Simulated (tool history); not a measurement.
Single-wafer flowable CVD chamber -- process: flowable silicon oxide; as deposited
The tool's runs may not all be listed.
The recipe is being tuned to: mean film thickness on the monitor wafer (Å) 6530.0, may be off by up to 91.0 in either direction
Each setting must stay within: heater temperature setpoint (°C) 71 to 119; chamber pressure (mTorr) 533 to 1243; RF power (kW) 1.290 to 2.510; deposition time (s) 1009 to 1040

run  hour  heater temperature setpoint (°C)  chamber pressure (mTorr)  RF power (kW)  deposition time (s)  mean film thickness on the monitor wafer (Å)
  1   0.0                                95                       888          1.900                 1009                                        8134.2
  2   6.1                                96                       888          1.900                 1009                                        7870.1
  3  14.8                                96                       888          2.125                 1009                                        8066.0
  4  23.2                                97                       888          2.125                 1009                                        7762.4
  5  24.5                                97                       888          2.125                 1040                                        7969.4
  6  27.0                                98                       888          2.125                 1040                                        7656.4
  7  31.8                                99                       888          2.125                 1040                                        7437.5
  8  37.2                               100                       888          2.125                 1040                                        7198.9
  9  45.2                               104                       888          2.125                 1040                                        6149.3
 10  52.9                               103                       888          2.125                 1040                                        6371.9

Below are 5 possible settings for the next run. Only one of them brings all results inside the allowed miss of their targets. Which is it?
  A  60.6                                99                       779          2.150                 1009                                             ?
  B  60.6                               100                       853          1.965                 1009                                             ?
  C  60.6                                90                       540          2.445                 1009                                             ?
  D  60.6                               101                       806          2.280                 1012                                             ?
  E  60.6                               102                       855          2.195                 1028                                             ?

move  mean film thickness on the monitor wafer (Å)
   A                                        6398.1
   B                                        6608.0
   C                                        6408.7
   D                                        6203.1
   E                                        6388.6
A: closer than the last run, but not yet in spec
B: each result inside its tolerance
C: closer than the last run, but not yet in spec
D: further off than the last run
E: closer than the last run, but not yet in spec
Correct choice: B, which meets every target
